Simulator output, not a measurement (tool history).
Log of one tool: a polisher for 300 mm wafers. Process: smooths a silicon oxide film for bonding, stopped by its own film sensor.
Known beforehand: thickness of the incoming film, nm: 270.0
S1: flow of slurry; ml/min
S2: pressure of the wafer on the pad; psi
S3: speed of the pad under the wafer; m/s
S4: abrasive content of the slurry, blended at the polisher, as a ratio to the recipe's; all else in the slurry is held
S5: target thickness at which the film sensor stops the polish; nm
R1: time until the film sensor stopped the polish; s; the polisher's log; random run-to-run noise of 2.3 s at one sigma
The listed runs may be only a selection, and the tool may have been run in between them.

run	hour	S1	S2	S3	S4	S5	R1
1	0.0	185	1.4	0.86	1.0	237	62.645
2	2.5	185	1.4	0.86	0.9	237	67.653
3	6.3	185	1.1	0.86	0.9	237	80.577
4	12.8	185	1.0	0.84	0.9	237	86.404
5	21.0	185	0.9	0.82	0.9	237	95.943
6	21.9	185	0.9	0.80	0.9	237	94.672

Predict the results of run 7:
7	24.5	185	0.9	0.78	0.9	237	?

Run 7 came out at R1 95.131 s.
